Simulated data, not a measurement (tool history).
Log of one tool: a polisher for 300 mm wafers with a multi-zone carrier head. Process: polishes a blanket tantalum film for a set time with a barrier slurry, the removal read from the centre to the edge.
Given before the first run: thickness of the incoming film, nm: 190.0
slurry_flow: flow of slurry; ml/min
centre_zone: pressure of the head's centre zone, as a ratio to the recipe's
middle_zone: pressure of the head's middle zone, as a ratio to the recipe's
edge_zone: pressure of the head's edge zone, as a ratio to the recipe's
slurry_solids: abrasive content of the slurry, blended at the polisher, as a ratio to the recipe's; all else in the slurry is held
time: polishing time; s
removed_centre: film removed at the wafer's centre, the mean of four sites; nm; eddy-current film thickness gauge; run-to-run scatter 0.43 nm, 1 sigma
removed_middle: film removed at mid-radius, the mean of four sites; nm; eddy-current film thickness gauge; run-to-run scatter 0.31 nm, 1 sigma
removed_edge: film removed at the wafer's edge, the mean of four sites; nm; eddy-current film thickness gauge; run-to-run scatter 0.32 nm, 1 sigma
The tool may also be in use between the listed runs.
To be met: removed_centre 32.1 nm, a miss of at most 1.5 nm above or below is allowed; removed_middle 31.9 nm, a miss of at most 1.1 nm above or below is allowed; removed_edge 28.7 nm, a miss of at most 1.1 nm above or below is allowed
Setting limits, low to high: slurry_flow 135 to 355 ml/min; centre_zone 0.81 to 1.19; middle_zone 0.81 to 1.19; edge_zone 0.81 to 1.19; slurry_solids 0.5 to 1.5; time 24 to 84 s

{"run": 1, "hour": 0.0, "slurry_flow": 225, "centre_zone": 1, "middle_zone": 1, "edge_zone": 1, "slurry_solids": 1, "time": 54, "removed_centre": 60.743, "removed_middle": 59.031, "removed_edge": 58.794}
{"run": 2, "hour": 2.9, "slurry_flow": 225, "centre_zone": 1, "middle_zone": 1.01, "edge_zone": 0.97, "slurry_solids": 0.9, "time": 48, "removed_centre": 51.274, "removed_middle": 51.398, "removed_edge": 50.508}
{"run": 3, "hour": 9.4, "slurry_flow": 225, "centre_zone": 1, "middle_zone": 1.01, "edge_zone": 0.97, "slurry_solids": 0.75, "time": 48, "removed_centre": 49.923, "removed_middle": 50.096, "removed_edge": 49.601}
{"run": 4, "hour": 11.5, "slurry_flow": 225, "centre_zone": 1.02, "middle_zone": 1.02, "edge_zone": 0.94, "slurry_solids": 0.7, "time": 43, "removed_centre": 44.761, "removed_middle": 44.584, "removed_edge": 41.999}
{"run": 5, "hour": 19.9, "slurry_flow": 225, "centre_zone": 1.02, "middle_zone": 1.02, "edge_zone": 0.94, "slurry_solids": 0.7, "time": 52, "removed_centre": 53.057, "removed_middle": 54.231, "removed_edge": 50.268}
{"run": 6, "hour": 26.5, "slurry_flow": 220, "centre_zone": 1.02, "middle_zone": 1.01, "edge_zone": 0.92, "slurry_solids": 0.65, "time": 48, "removed_centre": 48.019, "removed_middle": 47.613, "removed_edge": 45.594}
{"run": 7, "hour": 30.9, "slurry_flow": 225, "centre_zone": 1.02, "middle_zone": 1.02, "edge_zone": 0.91, "slurry_solids": 0.6, "time": 44, "removed_centre": 43.017, "removed_middle": 44.142, "removed_edge": 40.488}
{"run": 8, "hour": 32.2, "slurry_flow": 230, "centre_zone": 1.02, "middle_zone": 1.01, "edge_zone": 0.9, "slurry_solids": 0.6, "time": 41, "removed_centre": 40.949, "removed_middle": 40.921, "removed_edge": 37.937}
{"run": 9, "hour": 36.0, "slurry_flow": 235, "centre_zone": 1.02, "middle_zone": 1.01, "edge_zone": 0.89, "slurry_solids": 0.6, "time": 39, "removed_centre": 38.729, "removed_middle": 38.745, "removed_edge": 35.961}
{"run": 10, "hour": 40.8, "slurry_flow": 235, "centre_zone": 1.03, "middle_zone": 1.02, "edge_zone": 0.81, "slurry_solids": 0.5, "time": 30, "removed_centre": 29.037, "removed_middle": 28.544, "removed_edge": 25.2}
{"run": 11, "hour": 48.1, "slurry_flow": 240, "centre_zone": 1.03, "middle_zone": 1.02, "edge_zone": 0.83, "slurry_solids": 0.5, "time": 30, "removed_centre": 29.459, "removed_middle": 28.754, "removed_edge": 25.922}
{"run": 12, "hour": 49.5, "slurry_flow": 240, "centre_zone": 1.03, "middle_zone": 1.03, "edge_zone": 0.85, "slurry_solids": 0.5, "time": 30, "removed_centre": 28.36, "removed_middle": 29.138, "removed_edge": 26.486}
{"run": 13, "hour": 55.3, "slurry_flow": 240, "centre_zone": 1.04, "middle_zone": 1.04, "edge_zone": 0.85, "slurry_solids": 0.55, "time": 30, "removed_centre": 30.622, "removed_middle": 30.182, "removed_edge": 26.772}
{"run": 14, "hour": 56.3, "slurry_flow": 240, "centre_zone": 1.04, "middle_zone": 1.04, "edge_zone": 0.86, "slurry_solids": 0.55, "time": 30, "removed_centre": 30.252, "removed_middle": 29.632, "removed_edge": 26.875}
{"run": 15, "hour": 57.0, "slurry_flow": 240, "centre_zone": 1.04, "middle_zone": 1.05, "edge_zone": 0.87, "slurry_solids": 0.6, "time": 30, "removed_centre": 31.337, "removed_middle": 30.755, "removed_edge": 27.524}
{"run": 16, "hour": 62.8, "slurry_flow": 240, "centre_zone": 1.04, "middle_zone": 1.05, "edge_zone": 0.88, "slurry_solids": 0.6, "time": 30, "removed_centre": 31.184, "removed_middle": 31.078, "removed_edge": 27.691}

Consider the 5 candidate settings below. Which is the only one whose results all fall within their allowed miss of target?
{"run": "A", "hour": 68.6, "slurry_flow": 225, "centre_zone": 0.98, "middle_zone": 1, "edge_zone": 0.9, "slurry_solids": 0.5, "time": 32, "removed_centre": "?", "removed_middle": "?", "removed_edge": "?"}
{"run": "B", "hour": 68.6, "slurry_flow": 255, "centre_zone": 1.03, "middle_zone": 1.02, "edge_zone": 0.85, "slurry_solids": 0.5, "time": 33, "removed_centre": "?", "removed_middle": "?", "removed_edge": "?"}
{"run": "C", "hour": 68.6, "slurry_flow": 325, "centre_zone": 1.04, "middle_zone": 1.03, "edge_zone": 0.81, "slurry_solids": 0.55, "time": 29, "removed_centre": "?", "removed_middle": "?", "removed_edge": "?"}
{"run": "D", "hour": 68.6, "slurry_flow": 160, "centre_zone": 1.16, "middle_zone": 1.06, "edge_zone": 0.95, "slurry_solids": 0.6, "time": 30, "removed_centre": "?", "removed_middle": "?", "removed_edge": "?"}
{"run": "E", "hour": 68.6, "slurry_flow": 240, "centre_zone": 0.99, "middle_zone": 1.04, "edge_zone": 0.93, "slurry_solids": 0.55, "time": 30, "removed_centre": "?", "removed_middle": "?", "removed_edge": "?"}

move=A removed_centre=29.261 removed_middle=30.844 removed_edge=28.199
move=B removed_centre=32.316 removed_middle=32.82 removed_edge=28.707
move=C removed_centre=30.186 removed_middle=30.503 removed_edge=25.779
move=D removed_centre=31.772 removed_middle=29.715 removed_edge=27.056
move=E removed_centre=28.633 removed_middle=30.741 removed_edge=27.607
A: gets the furthest-off result to its target, but another result is out of tolerance
B: each result inside its tolerance
C: moves away from the targets compared with the last run
D: moves away from the targets compared with the last run
E: gets the furthest-off result to its target, but another result is out of tolerance
So the answer is move B, the one that meets all the targets.
